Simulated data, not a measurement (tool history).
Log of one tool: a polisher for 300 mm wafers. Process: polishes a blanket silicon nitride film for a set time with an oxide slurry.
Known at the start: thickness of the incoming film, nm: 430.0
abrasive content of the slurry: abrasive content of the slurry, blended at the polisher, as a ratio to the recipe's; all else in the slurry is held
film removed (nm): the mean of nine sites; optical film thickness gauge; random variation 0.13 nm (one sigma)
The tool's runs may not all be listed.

run	hour	flow of slurry (ml/min)	pressure of the wafer on the pad (psi)	speed of the pad under the wafer (cm/s)	abrasive content of the slurry	polishing time (s)	film removed (nm)
1	0	190	3.9	100	1	23	16.546
2	0.5	220	3.9	100	1	23	16.643
3	7.5	220	4.5	100	1	23	18.954
4	10.1	220	4.1	100	1	23	17.429
5	11.4	220	3.9	100	1	23	16.921
6	16.5	175	3.9	100	1	23	16.091

The next listed run, before its measurement:
7	21.3	175	3.9	100	1	23	?

{"run 7": {"film removed (nm)": 16.178}}

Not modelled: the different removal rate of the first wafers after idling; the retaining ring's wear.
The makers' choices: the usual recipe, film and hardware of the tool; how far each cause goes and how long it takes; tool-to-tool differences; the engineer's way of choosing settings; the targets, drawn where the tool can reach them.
